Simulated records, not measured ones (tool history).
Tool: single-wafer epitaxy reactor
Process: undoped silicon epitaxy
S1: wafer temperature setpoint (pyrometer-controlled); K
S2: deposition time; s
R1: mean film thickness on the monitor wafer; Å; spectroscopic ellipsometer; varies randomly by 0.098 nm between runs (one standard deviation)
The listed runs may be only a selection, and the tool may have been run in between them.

run,day,S1,S2,R1
1,0,903.15,376,365.88
2,0.333,907.15,376,396.22
3,0.462,912.15,376,438.55
4,0.746,913.15,376,447.85
5,0.892,914.15,376,458.69
6,0.967,914.15,336,407.41
7,1.208,916.15,336,423.91

Run 8 is up next; what results do you expect?
8,1.488,918.15,336,?

R1: 441.22 Å
